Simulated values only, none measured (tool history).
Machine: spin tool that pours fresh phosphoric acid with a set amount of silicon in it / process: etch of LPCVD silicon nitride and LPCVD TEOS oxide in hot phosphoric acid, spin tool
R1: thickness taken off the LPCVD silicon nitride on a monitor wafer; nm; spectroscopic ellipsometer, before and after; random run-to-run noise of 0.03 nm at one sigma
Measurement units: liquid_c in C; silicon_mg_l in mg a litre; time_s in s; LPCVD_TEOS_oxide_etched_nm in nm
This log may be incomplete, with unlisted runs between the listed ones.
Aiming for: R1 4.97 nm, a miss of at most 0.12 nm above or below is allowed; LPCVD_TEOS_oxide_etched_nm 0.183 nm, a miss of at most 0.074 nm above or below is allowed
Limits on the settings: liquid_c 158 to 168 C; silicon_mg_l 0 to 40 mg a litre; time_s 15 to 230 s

{"run": 1, "hour": 0.0, "liquid_c": 163, "silicon_mg_l": 17.5, "time_s": 120, "R1": 10.902, "LPCVD_TEOS_oxide_etched_nm": 0.25031}
{"run": 2, "hour": 4.6, "liquid_c": 163, "silicon_mg_l": 17.5, "time_s": 170, "R1": 15.629, "LPCVD_TEOS_oxide_etched_nm": 0.35756}
{"run": 3, "hour": 8.4, "liquid_c": 162.5, "silicon_mg_l": 15.5, "time_s": 155, "R1": 13.734, "LPCVD_TEOS_oxide_etched_nm": 0.3884}
{"run": 4, "hour": 15.6, "liquid_c": 162, "silicon_mg_l": 15.5, "time_s": 140, "R1": 12.287, "LPCVD_TEOS_oxide_etched_nm": 0.24042}
{"run": 5, "hour": 20.8, "liquid_c": 162, "silicon_mg_l": 23.5, "time_s": 140, "R1": 12.231, "LPCVD_TEOS_oxide_etched_nm": 0.22254}
{"run": 6, "hour": 29.8, "liquid_c": 162, "silicon_mg_l": 19.5, "time_s": 140, "R1": 12.327, "LPCVD_TEOS_oxide_etched_nm": 0.3006}
{"run": 7, "hour": 38.0, "liquid_c": 161.5, "silicon_mg_l": 18, "time_s": 125, "R1": 10.892, "LPCVD_TEOS_oxide_etched_nm": 0.24748}
{"run": 8, "hour": 39.1, "liquid_c": 161.5, "silicon_mg_l": 16, "time_s": 115, "R1": 9.919, "LPCVD_TEOS_oxide_etched_nm": 0.24916}
{"run": 9, "hour": 40.4, "liquid_c": 161, "silicon_mg_l": 15, "time_s": 105, "R1": 8.9522, "LPCVD_TEOS_oxide_etched_nm": 0.20167}
{"run": 10, "hour": 42.2, "liquid_c": 161, "silicon_mg_l": 13.5, "time_s": 100, "R1": 8.456, "LPCVD_TEOS_oxide_etched_nm": 0.21335}
{"run": 11, "hour": 46.5, "liquid_c": 160.5, "silicon_mg_l": 12, "time_s": 95, "R1": 7.9642, "LPCVD_TEOS_oxide_etched_nm": 0.186}
{"run": 12, "hour": 49.1, "liquid_c": 160.5, "silicon_mg_l": 10.5, "time_s": 90, "R1": 7.5487, "LPCVD_TEOS_oxide_etched_nm": 0.21039}
{"run": 13, "hour": 55.3, "liquid_c": 160.5, "silicon_mg_l": 9.5, "time_s": 85, "R1": 7.1266, "LPCVD_TEOS_oxide_etched_nm": 0.20001}
{"run": 14, "hour": 62.0, "liquid_c": 160.5, "silicon_mg_l": 8.5, "time_s": 80, "R1": 6.6994, "LPCVD_TEOS_oxide_etched_nm": 0.18688}
{"run": 15, "hour": 70.8, "liquid_c": 160.5, "silicon_mg_l": 7.5, "time_s": 75, "R1": 6.1996, "LPCVD_TEOS_oxide_etched_nm": 0.19652}
{"run": 16, "hour": 77.2, "liquid_c": 160.5, "silicon_mg_l": 7, "time_s": 75, "R1": 6.3012, "LPCVD_TEOS_oxide_etched_nm": 0.18527}
{"run": 17, "hour": 82.8, "liquid_c": 160.5, "silicon_mg_l": 6, "time_s": 75, "R1": 6.3025, "LPCVD_TEOS_oxide_etched_nm": 0.17343}
{"run": 18, "hour": 90.3, "liquid_c": 160.5, "silicon_mg_l": 5.5, "time_s": 75, "R1": 6.3336, "LPCVD_TEOS_oxide_etched_nm": 0.19758}
{"run": 19, "hour": 96.5, "liquid_c": 160.5, "silicon_mg_l": 5, "time_s": 75, "R1": 6.3639, "LPCVD_TEOS_oxide_etched_nm": 0.18385}
{"run": 20, "hour": 105.3, "liquid_c": 159, "silicon_mg_l": 0, "time_s": 45, "R1": 3.5475, "LPCVD_TEOS_oxide_etched_nm": 0.11093}
{"run": 21, "hour": 106.2, "liquid_c": 161.5, "silicon_mg_l": 0, "time_s": 45, "R1": 3.8984, "LPCVD_TEOS_oxide_etched_nm": 0.145}
{"hour": 110.0, "done": "thermometer replaced"}
{"run": 22, "hour": 110.0, "liquid_c": 162, "silicon_mg_l": 2, "time_s": 45, "R1": 4.3045, "LPCVD_TEOS_oxide_etched_nm": 0.18076}
{"run": 23, "hour": 115.5, "liquid_c": 162, "silicon_mg_l": 3, "time_s": 45, "R1": 4.2911, "LPCVD_TEOS_oxide_etched_nm": 0.11149}

Which of these 4 next moves meets every target?
{"run": "A", "hour": 121.0, "liquid_c": 163.5, "silicon_mg_l": 4, "time_s": 50, "R1": "?", "LPCVD_TEOS_oxide_etched_nm": "?"}
{"run": "B", "hour": 121.0, "liquid_c": 162.5, "silicon_mg_l": 39.5, "time_s": 55, "R1": "?", "LPCVD_TEOS_oxide_etched_nm": "?"}
{"run": "C", "hour": 121.0, "liquid_c": 164, "silicon_mg_l": 40, "time_s": 50, "R1": "?", "LPCVD_TEOS_oxide_etched_nm": "?"}
{"run": "D", "hour": 121.0, "liquid_c": 165, "silicon_mg_l": 36.5, "time_s": 45, "R1": "?", "LPCVD_TEOS_oxide_etched_nm": "?"}

move=A R1=4.9393 LPCVD_TEOS_oxide_etched_nm=0.20997
move=B R1=5.2562 LPCVD_TEOS_oxide_etched_nm=0.065249
move=C R1=5.0215 LPCVD_TEOS_oxide_etched_nm=0.064046
move=D R1=4.6705 LPCVD_TEOS_oxide_etched_nm=0.076443
A: each result inside its tolerance
B: takes the biggest miss from the last run beyond its target
C: gets the furthest-off result to its target, but another result is out of tolerance
D: better than the last run, though not everything is in spec
Answer: A

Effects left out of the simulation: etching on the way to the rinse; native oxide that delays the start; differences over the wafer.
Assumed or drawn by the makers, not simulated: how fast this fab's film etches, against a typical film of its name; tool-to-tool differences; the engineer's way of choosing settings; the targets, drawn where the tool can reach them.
